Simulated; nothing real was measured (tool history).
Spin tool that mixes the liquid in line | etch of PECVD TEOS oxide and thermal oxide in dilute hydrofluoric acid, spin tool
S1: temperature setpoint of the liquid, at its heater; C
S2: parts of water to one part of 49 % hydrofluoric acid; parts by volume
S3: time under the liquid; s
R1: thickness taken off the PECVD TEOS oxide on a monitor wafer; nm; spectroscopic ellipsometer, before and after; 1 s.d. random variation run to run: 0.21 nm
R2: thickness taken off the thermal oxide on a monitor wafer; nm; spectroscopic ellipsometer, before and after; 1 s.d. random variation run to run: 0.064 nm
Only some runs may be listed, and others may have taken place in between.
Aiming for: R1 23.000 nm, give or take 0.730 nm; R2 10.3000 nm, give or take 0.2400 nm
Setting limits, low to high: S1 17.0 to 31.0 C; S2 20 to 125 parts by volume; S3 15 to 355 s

| run | hour | S1 | S2 | S3 | R1 | R2 |
|---|---|---|---|---|---|---|
| 1 | 0.0 | 23.0 | 70 | 180 | 25.857 | 11.4560 |
| 2 | 7.9 | 22.5 | 70 | 180 | 25.333 | 11.2720 |
| 3 | 15.3 | 22.5 | 70 | 140 | 19.518 | 8.7629 |
| 4 | 16.6 | 22.5 | 70 | 105 | 14.395 | 6.5764 |
| 5 | 24.3 | 24.5 | 70 | 105 | 16.228 | 7.1664 |
| 6 | 28.1 | 26.0 | 70 | 105 | 17.186 | 7.6051 |
| 7 | 31.8 | 27.0 | 70 | 105 | 17.741 | 7.8940 |
| 8 | 33.3 | 28.0 | 70 | 105 | 18.227 | 8.1735 |
| 9 | 42.1 | 28.5 | 70 | 105 | 18.821 | 8.3451 |
| 10 | 50.5 | 29.0 | 70 | 105 | 18.959 | 8.4937 |
| 11 | 56.3 | 29.5 | 70 | 105 | 19.869 | 8.6535 |
| 12 | 62.7 | 30.0 | 65 | 105 | 21.590 | 9.5988 |
| 13 | 71.0 | 30.5 | 65 | 105 | 21.909 | 9.7486 |
| 14 | 73.8 | 31.0 | 65 | 105 | 22.386 | 9.9177 |

Exercise: of the 4 proposed moves below, exactly one satisfies all targets within the stated allowed misses. Which move is it?
| A | 76.6 | 29.5 | 55 | 95 | ? | ? |
| B | 76.6 | 29.0 | 45 | 75 | ? | ? |
| C | 76.6 | 31.0 | 75 | 135 | ? | ? |
| D | 76.6 | 27.0 | 60 | 110 | ? | ? |

| move | R1 | R2 |
|---|---|---|
| A | 22.764 | 10.3050 |
| B | 21.864 | 9.8975 |
| C | 24.390 | 11.0410 |
| D | 21.730 | 9.8370 |
A: hits every target within its allowed miss
B: its largest miss is bigger than the last run's
C: takes the result that was furthest off past its target
D: its largest miss is bigger than the last run's
The move that meets every target is A.
